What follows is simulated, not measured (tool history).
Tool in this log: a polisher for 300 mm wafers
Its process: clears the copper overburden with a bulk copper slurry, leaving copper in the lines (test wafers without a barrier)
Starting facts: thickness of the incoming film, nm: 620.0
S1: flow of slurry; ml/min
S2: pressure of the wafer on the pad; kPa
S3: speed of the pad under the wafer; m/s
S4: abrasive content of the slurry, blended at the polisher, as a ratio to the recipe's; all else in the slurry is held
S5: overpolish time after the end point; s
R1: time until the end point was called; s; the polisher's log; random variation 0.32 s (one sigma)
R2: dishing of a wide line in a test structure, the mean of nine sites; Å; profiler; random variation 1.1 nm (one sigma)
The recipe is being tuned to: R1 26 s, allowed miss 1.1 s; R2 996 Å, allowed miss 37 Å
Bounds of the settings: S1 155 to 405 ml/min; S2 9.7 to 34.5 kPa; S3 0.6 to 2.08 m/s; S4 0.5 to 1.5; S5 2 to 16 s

Run 1, day 0: S1 260 ml/min, S2 22.1 kPa, S3 1.34 m/s, S4 1, S5 8 s. Result: R1 48.552 s, R2 764.13 Å.
Run 2, day 0.304: S1 260 ml/min, S2 22.1 kPa, S3 1.14 m/s, S4 1, S5 8 s. Result: R1 57.211 s, R2 664.68 Å.
Run 3, day 0.575: S1 265 ml/min, S2 25.5 kPa, S3 1.2 m/s, S4 1, S5 7 s. Result: R1 46.459 s, R2 704.86 Å.
Run 4, day 0.642: S1 270 ml/min, S2 27.6 kPa, S3 1.26 m/s, S4 1, S5 7 s. Result: R1 41.486 s, R2 797.67 Å.
Run 5, day 0.842: S1 305 ml/min, S2 27.6 kPa, S3 1.26 m/s, S4 1, S5 7 s. Result: R1 40.276 s, R2 780.33 Å.
Run 6, day 0.867: S1 245 ml/min, S2 27.6 kPa, S3 1.26 m/s, S4 1, S5 7 s. Result: R1 41.935 s, R2 778.33 Å.
At day 0.933: worn pad replaced by a new one.
Run 7, day 0.933: S1 260 ml/min, S2 29.6 kPa, S3 1.32 m/s, S4 1, S5 7 s. Result: R1 31.948 s, R2 926.99 Å.
Run 8, day 1.238: S1 260 ml/min, S2 30.3 kPa, S3 1.32 m/s, S4 1, S5 7 s. Result: R1 32.819 s, R2 953.84 Å.
Run 9, day 1.6: S1 260 ml/min, S2 31.7 kPa, S3 1.32 m/s, S4 1, S5 7 s. Result: R1 31.383 s, R2 989.26 Å.
Run 10, day 1.85: S1 260 ml/min, S2 32.4 kPa, S3 1.34 m/s, S4 1, S5 7 s. Result: R1 29.661 s, R2 1020.8 Å.
Run 11, day 2.05: S1 260 ml/min, S2 33.1 kPa, S3 1.36 m/s, S4 1, S5 7 s. Result: R1 29.009 s, R2 1037.3 Å.
Run 12, day 2.362: S1 260 ml/min, S2 33.1 kPa, S3 1.36 m/s, S4 1, S5 7 s. Result: R1 29.198 s, R2 1034.6 Å.
Run 13, day 2.662: S1 270 ml/min, S2 34.5 kPa, S3 1.44 m/s, S4 1, S5 5 s. Result: R1 25.86 s, R2 876.08 Å.

Of the 4 settings listed for the next run, only one would bring every result within its allowed miss of target. Which one?
Run A, day 2.962: S1 265 ml/min, S2 31.7 kPa, S3 1.52 m/s, S4 1.15, S5 7 s. Result: R1 ?, R2 ?.
Run B, day 2.962: S1 240 ml/min, S2 32.4 kPa, S3 1.6 m/s, S4 0.85, S5 6 s. Result: R1 ?, R2 ?.
Run C, day 2.962: S1 220 ml/min, S2 31.7 kPa, S3 1.66 m/s, S4 1.1, S5 5 s. Result: R1 ?, R2 ?.
Run D, day 2.962: S1 295 ml/min, S2 31 kPa, S3 1.46 m/s, S4 1.3, S5 4 s. Result: R1 ?, R2 ?.

move      R1      R2
   A  26.174  1121.7
   B  26.335  1008.9
   C  24.687  925.75
   D  26.799  732.67
A: moves the result that the last run missed by most past its target, out the other side
B: in spec on every target
C: closer than the last run, but not yet in spec
D: misses by more than the last run did
B is the move that brings every result within its allowed miss.
